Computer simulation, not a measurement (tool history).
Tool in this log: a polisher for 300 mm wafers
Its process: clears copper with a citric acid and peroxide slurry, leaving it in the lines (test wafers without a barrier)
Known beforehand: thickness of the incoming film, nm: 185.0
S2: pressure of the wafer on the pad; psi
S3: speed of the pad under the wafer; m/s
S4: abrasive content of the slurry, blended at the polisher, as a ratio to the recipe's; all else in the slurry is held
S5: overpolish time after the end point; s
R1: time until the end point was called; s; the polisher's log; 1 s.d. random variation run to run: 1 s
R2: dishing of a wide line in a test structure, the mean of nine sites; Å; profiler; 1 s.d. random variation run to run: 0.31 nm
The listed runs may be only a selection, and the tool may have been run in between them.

{"run": 1, "hour": 0.0, "flow of slurry (ml/min)": 140, "S2": 3.1, "S3": 0.84, "S4": 1.0, "S5": 26, "R1": 93.918, "R2": 317.91}
{"run": 2, "hour": 8.5, "flow of slurry (ml/min)": 130, "S2": 3.0, "S3": 0.84, "S4": 1.0, "S5": 26, "R1": 99.386, "R2": 305.21}
{"run": 3, "hour": 16.1, "flow of slurry (ml/min)": 120, "S2": 3.0, "S3": 0.84, "S4": 1.0, "S5": 26, "R1": 100.33, "R2": 304.08}
{"run": 4, "hour": 19.2, "flow of slurry (ml/min)": 120, "S2": 3.0, "S3": 0.84, "S4": 1.0, "S5": 37, "R1": 99.58, "R2": 399.08}
{"run": 5, "hour": 24.7, "flow of slurry (ml/min)": 105, "S2": 3.0, "S3": 0.84, "S4": 1.0, "S5": 37, "R1": 100.5, "R2": 395.12}
{"run": 6, "hour": 33.1, "flow of slurry (ml/min)": 115, "S2": 2.9, "S3": 0.84, "S4": 1.0, "S5": 33, "R1": 103.53, "R2": 362.7}
{"run": 7, "hour": 41.2, "flow of slurry (ml/min)": 110, "S2": 2.8, "S3": 0.84, "S4": 1.0, "S5": 23, "R1": 107.09, "R2": 254.35}

Predict the results of run 8:
{"run": 8, "hour": 44.3, "flow of slurry (ml/min)": 110, "S2": 2.8, "S3": 0.84, "S4": 1.0, "S5": 24, "R1": "?", "R2": "?"}

Run 8 came out at R1 107.370 s, R2 264.31 Å.

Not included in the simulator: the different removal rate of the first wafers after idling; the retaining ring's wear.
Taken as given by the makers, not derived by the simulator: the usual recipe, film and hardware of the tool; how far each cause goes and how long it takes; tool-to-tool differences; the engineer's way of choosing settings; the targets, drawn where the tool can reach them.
